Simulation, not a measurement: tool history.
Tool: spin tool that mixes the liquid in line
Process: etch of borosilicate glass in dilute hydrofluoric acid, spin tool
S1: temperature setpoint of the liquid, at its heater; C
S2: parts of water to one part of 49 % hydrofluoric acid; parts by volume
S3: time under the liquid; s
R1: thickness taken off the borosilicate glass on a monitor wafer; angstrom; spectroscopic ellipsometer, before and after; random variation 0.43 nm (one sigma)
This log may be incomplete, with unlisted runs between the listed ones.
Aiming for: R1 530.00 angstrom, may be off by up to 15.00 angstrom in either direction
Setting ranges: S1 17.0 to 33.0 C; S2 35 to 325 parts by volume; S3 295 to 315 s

run	hour	S1	S2	S3	R1
1	0.0	25.0	180	295	718.09
2	7.1	25.0	180	315	758.25
3	14.2	22.5	185	315	682.56
4	15.8	25.0	185	315	750.64
5	20.4	22.5	190	315	653.76
6	28.3	22.5	150	315	854.76
7	34.9	21.0	165	315	722.66
8	39.9	17.0	195	315	510.06

Pick the move, out of 5, that brings all results within their allowed miss; only one does.
A	44.9	17.5	195	300	?
B	44.9	17.0	190	315	?
C	44.9	17.5	185	315	?
D	44.9	17.0	195	300	?
E	44.9	17.5	190	295	?

move	R1
A	498.36
B	528.57
C	556.34
D	488.42
E	505.12
A: lands further from the targets than the last run did
B: every result lands within tolerance
C: takes the result that was furthest off past its target
D: lands further from the targets than the last run did
E: lands further from the targets than the last run did
Go with B: it meets all targets.

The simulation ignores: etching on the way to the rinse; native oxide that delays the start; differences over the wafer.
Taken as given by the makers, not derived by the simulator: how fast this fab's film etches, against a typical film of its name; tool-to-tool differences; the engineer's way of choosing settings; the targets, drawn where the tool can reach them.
